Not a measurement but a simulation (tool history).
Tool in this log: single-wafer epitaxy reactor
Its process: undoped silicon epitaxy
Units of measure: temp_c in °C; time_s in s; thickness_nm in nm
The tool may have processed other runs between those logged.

run	hour	temp_c	time_s	thickness_nm
1	0.0	665	489	107.600
2	8.2	659	489	92.980
3	15.4	659	430	81.445
4	20.2	664	431	92.905
5	23.3	668	431	101.170
6	30.4	671	432	108.790
7	35.4	673	432	113.580
8	42.4	675	432	120.200
9	46.3	676	432	123.730
10	50.1	676	432	122.420

What will run 11 give?
11	54.8	676	432	?

Run 11 gave thickness_nm 122.590 nm.

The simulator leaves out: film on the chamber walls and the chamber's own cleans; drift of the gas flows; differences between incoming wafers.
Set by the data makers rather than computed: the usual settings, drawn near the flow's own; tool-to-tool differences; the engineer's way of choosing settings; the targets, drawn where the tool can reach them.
